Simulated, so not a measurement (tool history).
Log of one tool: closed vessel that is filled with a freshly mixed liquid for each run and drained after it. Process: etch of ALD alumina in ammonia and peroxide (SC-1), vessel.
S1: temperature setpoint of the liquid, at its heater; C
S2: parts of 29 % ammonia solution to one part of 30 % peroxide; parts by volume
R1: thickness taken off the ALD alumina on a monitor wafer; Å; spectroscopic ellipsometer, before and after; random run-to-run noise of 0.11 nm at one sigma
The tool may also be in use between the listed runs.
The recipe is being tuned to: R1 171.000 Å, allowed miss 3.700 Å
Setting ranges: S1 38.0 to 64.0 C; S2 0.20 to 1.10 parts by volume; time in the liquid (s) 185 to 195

{"run": 1, "day": 0.0, "S1": 48.0, "S2": 0.6, "time in the liquid (s)": 185, "R1": 93.691}
{"run": 2, "day": 0.354, "S1": 48.0, "S2": 0.6, "time in the liquid (s)": 185, "R1": 93.98}
{"run": 3, "day": 0.621, "S1": 48.0, "S2": 0.6, "time in the liquid (s)": 195, "R1": 98.606}
{"run": 4, "day": 0.812, "S1": 41.5, "S2": 0.6, "time in the liquid (s)": 195, "R1": 67.914}
{"run": 5, "day": 0.908, "S1": 41.5, "S2": 0.75, "time in the liquid (s)": 195, "R1": 70.365}
{"run": 6, "day": 1.071, "S1": 41.5, "S2": 0.75, "time in the liquid (s)": 195, "R1": 69.742}
{"run": 7, "day": 1.346, "S1": 44.0, "S2": 0.75, "time in the liquid (s)": 195, "R1": 80.791}
{"run": 8, "day": 1.712, "S1": 52.0, "S2": 0.75, "time in the liquid (s)": 195, "R1": 126.47}
{"run": 9, "day": 1.988, "S1": 53.0, "S2": 0.75, "time in the liquid (s)": 195, "R1": 134.08}
{"run": 10, "day": 2.362, "S1": 53.5, "S2": 0.75, "time in the liquid (s)": 195, "R1": 137.35}
{"run": 11, "day": 2.633, "S1": 54.0, "S2": 0.75, "time in the liquid (s)": 195, "R1": 139.21}
{"run": 12, "day": 2.7, "S1": 54.5, "S2": 0.75, "time in the liquid (s)": 195, "R1": 144.13}

5 candidate next runs follow, results not yet known. Just one meets every target within its allowed miss. Identify it.
{"run": "A", "day": 2.767, "S1": 51.0, "S2": 0.85, "time in the liquid (s)": 185, "R1": "?"}
{"run": "B", "day": 2.767, "S1": 56.5, "S2": 0.75, "time in the liquid (s)": 195, "R1": "?"}
{"run": "C", "day": 2.767, "S1": 59.5, "S2": 0.55, "time in the liquid (s)": 195, "R1": "?"}
{"run": "D", "day": 2.767, "S1": 57.0, "S2": 1.1, "time in the liquid (s)": 195, "R1": "?"}
{"run": "E", "day": 2.767, "S1": 55.0, "S2": 0.85, "time in the liquid (s)": 195, "R1": "?"}

move=A R1=115.120
move=B R1=161.010
move=C R1=182.760
move=D R1=171.410
move=E R1=150.510
A: misses by more than the last run did
B: an improvement on the last run, though not all results are within tolerance
C: takes the biggest miss from the last run beyond its target
D: all results in spec
E: an improvement on the last run, though not all results are within tolerance
Answer: D
